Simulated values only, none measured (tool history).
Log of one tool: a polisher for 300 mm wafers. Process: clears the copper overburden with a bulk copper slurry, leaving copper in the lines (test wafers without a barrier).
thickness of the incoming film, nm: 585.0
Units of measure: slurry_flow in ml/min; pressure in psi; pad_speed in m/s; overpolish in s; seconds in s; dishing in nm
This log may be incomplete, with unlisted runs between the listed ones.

| run | hour | slurry_flow | pressure | pad_speed | slurry_solids | overpolish | seconds | dishing |
|---|---|---|---|---|---|---|---|---|
| 1 | 0 | 215 | 2.5 | 0.86 | 1 | 19 | 92.586 | 71.417 |
| 2 | 0.7 | 215 | 2.5 | 0.86 | 1 | 11 | 89.729 | 49.879 |
| 3 | 9.4 | 215 | 2.7 | 0.88 | 1 | 12 | 83.397 | 55.73 |
| 4 | 17 | 215 | 2.3 | 0.88 | 1 | 12 | 96.626 | 49.715 |
| 5 | 25.2 | 215 | 2.6 | 0.88 | 1 | 12 | 86.31 | 55.438 |
|  | 31.4 | worn pad replaced by a new one |
| 6 | 31.4 | 215 | 2.8 | 0.9 | 1 | 13 | 71.101 | 64.986 |
| 7 | 38.4 | 215 | 2.9 | 0.9 | 1 | 14 | 69.636 | 69.708 |
| 8 | 40.2 | 215 | 3 | 0.9 | 1 | 14 | 66.952 | 71.743 |

Run 9, settings as shown, results not yet in. Your forecast:
| 9 | 43.2 | 215 | 3.1 | 0.9 | 1 | 14 | ? | ? |

{"run 9": {"seconds": 64.211, "dishing": 75.634}}
